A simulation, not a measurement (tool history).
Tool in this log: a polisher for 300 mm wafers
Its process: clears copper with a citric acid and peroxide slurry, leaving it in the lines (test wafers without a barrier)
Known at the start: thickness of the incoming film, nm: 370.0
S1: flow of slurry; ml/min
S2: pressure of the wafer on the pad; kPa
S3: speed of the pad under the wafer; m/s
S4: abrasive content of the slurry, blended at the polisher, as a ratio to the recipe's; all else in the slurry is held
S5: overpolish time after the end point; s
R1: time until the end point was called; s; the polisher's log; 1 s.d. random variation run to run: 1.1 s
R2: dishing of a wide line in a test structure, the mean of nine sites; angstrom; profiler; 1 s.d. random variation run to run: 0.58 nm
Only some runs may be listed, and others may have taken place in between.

run	day	S1	S2	S3	S4	S5	R1	R2
1	0.000	310	22.8	1.22	1.00	22	108.360	479.66
2	0.054	310	22.8	1.26	1.00	20	102.730	441.83
3	0.208	260	22.8	1.26	1.00	20	109.190	465.76
4	0.521	285	22.8	1.28	1.00	19	105.680	450.92
5	0.646	285	22.8	1.28	0.85	19	104.020	432.07
6	0.838	285	22.8	1.28	0.85	15	103.900	359.45
7	0.892	285	22.8	1.28	0.85	15	105.920	361.63
8	1.092	285	22.8	1.28	0.85	15	103.810	335.11
9	1.425	295	23.4	1.28	0.85	14	102.580	359.11
10	1.708	315	22.8	1.32	0.80	13	100.780	305.95
11	1.875	325	22.8	1.32	0.80	12	103.070	296.84
12	2.154	340	23.4	1.32	0.75	11	103.220	275.74
13	2.233	355	24.1	1.34	0.75	11	95.800	292.79
14	2.358	370	24.1	1.36	0.70	11	95.624	296.82
15	2.638	380	24.1	1.40	0.70	11	93.315	307.28
16	2.912	390	24.8	1.40	0.70	11	91.108	316.02
17	3.000	390	24.8	1.40	0.70	11	93.786	311.06

Predict the results of run 18:
18	3.121	395	24.1	1.44	0.70	11	?	?

R1: 90.728 s
R2: 313.77 angstrom

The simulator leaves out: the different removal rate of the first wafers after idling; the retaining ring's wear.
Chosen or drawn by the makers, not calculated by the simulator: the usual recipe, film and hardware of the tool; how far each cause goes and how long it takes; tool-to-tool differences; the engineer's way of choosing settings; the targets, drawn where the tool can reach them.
